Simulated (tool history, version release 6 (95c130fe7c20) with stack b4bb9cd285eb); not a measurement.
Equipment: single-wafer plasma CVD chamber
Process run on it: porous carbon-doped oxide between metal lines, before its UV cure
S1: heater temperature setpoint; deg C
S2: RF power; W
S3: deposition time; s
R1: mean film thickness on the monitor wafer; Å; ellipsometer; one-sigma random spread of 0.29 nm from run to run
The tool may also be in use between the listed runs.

run  hour   S1   S2    S3      R1
  1     0  320  610  15.8  926.14
  2   3.9  320  610  15.8  933.44
  3     8  320  640  15.8  957.22
  4  11.3  320  730  15.8  1030.2
  5  14.2  320  730    15  982.26
  6  19.4  324  700    15  937.53
  7    20  336  600    15   806.3
  8    22  337  595    15  796.31
  9  23.7  338  595    15  789.06
 10  29.1  339  595    15  785.44

Estimate the outcome of run 11 from the log above:
 11  37.5  340  595  15   ?

Run 11 came out at R1 781.76 Å.
